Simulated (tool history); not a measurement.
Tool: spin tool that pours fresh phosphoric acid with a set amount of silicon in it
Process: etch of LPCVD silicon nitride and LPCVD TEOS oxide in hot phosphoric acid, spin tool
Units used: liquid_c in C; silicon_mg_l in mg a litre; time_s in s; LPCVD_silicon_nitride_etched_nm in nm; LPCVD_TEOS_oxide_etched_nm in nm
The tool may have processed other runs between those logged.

run,hour,liquid_c,silicon_mg_l,time_s,LPCVD_silicon_nitride_etched_nm,LPCVD_TEOS_oxide_etched_nm
1,0.0,159.0,15.0,180,13.891,0.45019
2,1.3,158.0,15.0,180,13.030,0.35406
3,4.6,157.0,15.0,180,12.360,0.35394
4,8.8,157.0,15.0,255,17.409,0.50532
5,14.6,158.0,17.5,255,18.183,0.54656
6,17.2,158.0,17.5,200,14.279,0.39994
7,23.4,159.0,21.5,210,16.084,0.39369
8,26.8,160.0,22.5,210,16.463,0.40610

Predict the results of run 9:
9,28.5,161.0,23.0,215,?,?

Run 9 yielded LPCVD_silicon_nitride_etched_nm 17.277 nm, LPCVD_TEOS_oxide_etched_nm 0.47789 nm.
